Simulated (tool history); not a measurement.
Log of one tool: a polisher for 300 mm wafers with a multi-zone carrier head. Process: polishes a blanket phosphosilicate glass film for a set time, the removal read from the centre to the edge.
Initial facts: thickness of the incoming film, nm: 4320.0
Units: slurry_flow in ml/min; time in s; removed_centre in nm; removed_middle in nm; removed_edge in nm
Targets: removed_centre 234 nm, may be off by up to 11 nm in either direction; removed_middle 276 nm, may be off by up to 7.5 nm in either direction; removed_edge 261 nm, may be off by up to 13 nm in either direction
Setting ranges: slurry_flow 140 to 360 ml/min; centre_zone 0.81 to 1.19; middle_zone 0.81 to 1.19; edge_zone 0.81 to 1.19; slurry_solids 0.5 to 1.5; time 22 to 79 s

run    day  slurry_flow  centre_zone  middle_zone  edge_zone  slurry_solids  time  removed_centre  removed_middle  removed_edge
  1      0          230            1            1          1              1    50          316.38          297.38        295.09
  2  0.088          225         0.97            1       0.99           0.95    50          295.82           291.8         285.1
  3  0.138          225         0.97            1       1.07           0.95    50          298.52          290.72         303.6
  4  0.233          220         0.95            1       1.05           0.95    50          288.69           291.2        298.46
  5  0.417          220         0.95         1.06       1.05           0.95    50          284.62          301.07        298.57
  6  0.746          215         0.93         1.05       1.03           0.95    50          285.14          302.06        286.49
     0.833  -- edge zone pressure recalibrated
  7  0.833          195         0.83         1.04       1.09           0.75    50          229.93          273.82         284.3
  8  1.017          195         0.84         1.04       1.08           0.75    50          232.16           268.7        285.23
  9  1.267          200         0.84         1.05       1.06           0.75    50          230.14          275.95        281.58
 10  1.508          200         0.85         1.05       1.05           0.75    50          239.33          274.34        281.99
 11  1.558          200         0.85         1.06       1.03           0.75    50          230.18          276.67        276.31

Which single option among these 4 for the next run brings every result within its allowed miss of target? Just one does.
  A  1.608          175         0.89         1.06       1.19           0.55    54               ?               ?             ?
  B  1.608          225         0.88         1.11       1.01            0.8    46               ?               ?             ?
  C  1.608          205         0.92         1.03       1.09           0.85    48               ?               ?             ?
  D  1.608          160         0.81         1.01       1.08            0.6    57               ?               ?             ?

move  removed_centre  removed_middle  removed_edge
   A          237.13          264.35        287.79
   B          237.15          276.06        263.47
   C           259.9             273        288.64
   D          229.42          271.56        293.76
A: its largest miss is bigger than the last run's
B: meets every target
C: its largest miss is bigger than the last run's
D: its largest miss is bigger than the last run's
Answer: B

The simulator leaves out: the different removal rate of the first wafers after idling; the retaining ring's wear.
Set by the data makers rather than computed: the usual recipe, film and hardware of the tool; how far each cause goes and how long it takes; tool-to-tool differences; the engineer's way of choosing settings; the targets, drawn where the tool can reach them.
